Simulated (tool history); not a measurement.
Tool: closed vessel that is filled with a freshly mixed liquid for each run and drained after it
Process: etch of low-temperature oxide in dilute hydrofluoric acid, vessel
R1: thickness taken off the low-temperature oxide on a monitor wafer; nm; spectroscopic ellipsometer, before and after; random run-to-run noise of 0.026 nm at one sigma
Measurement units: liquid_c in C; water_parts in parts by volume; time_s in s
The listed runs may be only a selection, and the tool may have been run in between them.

run 1 hour=0.0 | liquid_c=22.0 water_parts=165 time_s=30 | R1=5.0687
run 2 hour=2.2 | liquid_c=22.0 water_parts=165 time_s=30 | R1=5.0469
run 3 hour=10.1 | liquid_c=20.5 water_parts=165 time_s=30 | R1=4.7764
run 4 hour=12.6 | liquid_c=20.5 water_parts=165 time_s=30 | R1=4.7688
run 5 hour=20.5 | liquid_c=20.5 water_parts=165 time_s=30 | R1=4.7635
run 6 hour=24.4 | liquid_c=23.0 water_parts=155 time_s=30 | R1=5.6577

Predict the results of run 7:
run 7 hour=29.9 | liquid_c=27.0 water_parts=135 time_s=30 | R1=?

R1: 7.7497 nm
